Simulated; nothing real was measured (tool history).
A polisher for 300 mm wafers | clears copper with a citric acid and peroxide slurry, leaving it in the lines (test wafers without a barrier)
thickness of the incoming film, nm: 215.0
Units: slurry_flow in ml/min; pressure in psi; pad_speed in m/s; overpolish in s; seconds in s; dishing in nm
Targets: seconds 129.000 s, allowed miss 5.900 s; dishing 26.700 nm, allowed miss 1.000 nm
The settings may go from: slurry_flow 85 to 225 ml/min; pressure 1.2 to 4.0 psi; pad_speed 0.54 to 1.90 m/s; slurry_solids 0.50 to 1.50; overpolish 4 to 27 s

run,hour,slurry_flow,pressure,pad_speed,slurry_solids,overpolish,seconds,dishing
1,0.0,145,2.6,1.22,1.00,14,74.639,26.552
2,4.2,140,2.4,1.22,1.00,15,83.333,25.879
3,8.4,135,2.3,1.22,1.00,16,87.462,26.963
4,15.9,135,2.6,1.22,1.00,16,78.259,30.030
5,22.3,135,2.6,1.22,1.00,20,76.329,35.843
6,29.1,130,2.4,1.22,1.00,20,81.496,33.563
7,34.2,125,2.2,1.22,1.00,21,93.999,31.852
8,35.9,120,2.1,1.22,1.00,21,98.848,30.343
9,39.5,115,2.0,1.22,1.00,21,103.160,29.245
# hour 42.9: head pressure recalibrated
10,42.9,100,1.4,1.20,1.00,23,141.340,23.080
11,50.8,105,1.4,1.20,1.00,23,139.630,23.298

Which of these 5 next moves meets every target?
A,58.7,100,1.4,1.36,0.65,19,?,?
B,58.7,95,1.5,1.24,0.80,21,?,?
C,58.7,90,1.9,1.06,0.80,24,?,?
D,58.7,95,1.5,1.00,1.05,22,?,?
E,58.7,120,1.2,1.22,1.05,21,?,?

move,seconds,dishing
A,142.510,19.480
B,141.210,21.598
C,133.330,25.974
D,162.630,19.813
E,155.670,19.570
A: further off than the last run
B: further off than the last run
C: meets every target
D: further off than the last run
E: further off than the last run
Answer: C

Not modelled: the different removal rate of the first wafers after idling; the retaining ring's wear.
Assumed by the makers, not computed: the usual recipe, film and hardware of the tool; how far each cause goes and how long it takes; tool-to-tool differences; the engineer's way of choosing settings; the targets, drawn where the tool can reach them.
